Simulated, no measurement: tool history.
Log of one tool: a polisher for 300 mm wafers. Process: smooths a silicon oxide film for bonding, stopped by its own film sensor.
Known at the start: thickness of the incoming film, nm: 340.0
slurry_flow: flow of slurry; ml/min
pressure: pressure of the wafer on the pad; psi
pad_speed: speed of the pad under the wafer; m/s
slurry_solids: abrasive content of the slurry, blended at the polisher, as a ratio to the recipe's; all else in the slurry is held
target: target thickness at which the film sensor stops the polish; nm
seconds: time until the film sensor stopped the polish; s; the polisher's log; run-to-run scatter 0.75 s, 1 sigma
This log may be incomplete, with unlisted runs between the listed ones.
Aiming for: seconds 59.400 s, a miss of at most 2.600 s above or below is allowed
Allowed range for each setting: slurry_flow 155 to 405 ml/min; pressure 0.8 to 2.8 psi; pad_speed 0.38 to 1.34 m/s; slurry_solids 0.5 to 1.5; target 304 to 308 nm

run  hour  slurry_flow  pressure  pad_speed  slurry_solids  target  seconds
  1   0.0          260       1.8       0.86            1.0     304   76.806
  2   3.7          300       1.8       0.86            1.0     304   77.218
  3  11.9          300       1.9       0.86            1.0     304   72.365
  4  19.1          300       1.9       0.86            0.9     304   77.093
  5  24.7          300       1.9       0.76            0.9     304   86.030
  6  31.4          300       2.1       0.76            0.9     304   78.666
  7  36.8          300       2.3       0.76            0.9     304   72.997
  8  41.8          300       2.4       0.76            0.9     304   68.777
  9  47.7          300       2.5       0.76            0.9     304   67.008
 10  52.9          300       2.6       0.76            0.9     304   64.909

Which single option among these 4 for the next run brings every result within its allowed miss of target? Just one does.
  A  58.1          240       2.8       0.66            1.0     305        ?
  B  58.1          285       2.4       0.74            1.0     308        ?
  C  58.1          360       2.4       0.90            1.1     306        ?
  D  58.1          260       2.4       0.84            1.1     307        ?

move  seconds
   A   63.509
   B   59.727
   C   51.080
   D   54.016
A: nearer the targets than the last run, but a result is still out of spec
B: each result inside its tolerance
C: moves the result that the last run missed by most past its target, out the other side
D: moves the result that the last run missed by most past its target, out the other side
Move B is the one to make.
